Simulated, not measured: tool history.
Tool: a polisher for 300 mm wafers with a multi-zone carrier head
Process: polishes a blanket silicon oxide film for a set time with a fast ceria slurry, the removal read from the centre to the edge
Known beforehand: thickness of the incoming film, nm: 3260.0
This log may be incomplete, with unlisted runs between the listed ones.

| run | hour | flow of slurry (ml/min) | pressure of the head's centre zone | pressure of the head's middle zone | pressure of the head's edge zone | polishing time (s) | film removed at the wafer's centre (nm) | film removed at mid-radius (nm) | film removed at the wafer's edge (nm) |
|---|---|---|---|---|---|---|---|---|---|
| 1 | 0 | 305 | 1 | 1 | 1 | 72 | 1286.9 | 1188.8 | 1235.1 |
| 2 | 6.5 | 305 | 1 | 1 | 1 | 55 | 964.86 | 910.57 | 950 |
| 3 | 7.4 | 365 | 1 | 1 | 1 | 55 | 1003.7 | 929.23 | 951.25 |
| 4 | 11.7 | 360 | 1 | 1.02 | 1.01 | 60 | 1099 | 1003.7 | 1065.1 |
|  | 15 | centre zone pressure recalibrated |
| 5 | 15 | 360 | 1 | 1.02 | 1.05 | 60 | 1018.4 | 1033 | 1064.5 |
| 6 | 18.8 | 365 | 1.02 | 1.04 | 1.06 | 64 | 1113.3 | 1096.6 | 1140.2 |
| 7 | 20.4 | 365 | 1.01 | 1.06 | 1.05 | 68 | 1175.2 | 1201.4 | 1202.5 |
| 8 | 23.7 | 390 | 1.09 | 1.16 | 1.15 | 88 | 1603 | 1681.4 | 1653.7 |
| 9 | 28.3 | 390 | 1.09 | 1.16 | 1.14 | 89 | 1671 | 1703.1 | 1637.4 |

Estimate the outcome of run 10 from the log above:
| 10 | 34.6 | 390 | 1.09 | 1.16 | 1.14 | 90 | ? | ? | ? |

Run 10 gave film removed at the wafer's centre (nm) 1680, film removed at mid-radius (nm) 1723.1, film removed at the wafer's edge (nm) 1656.2.
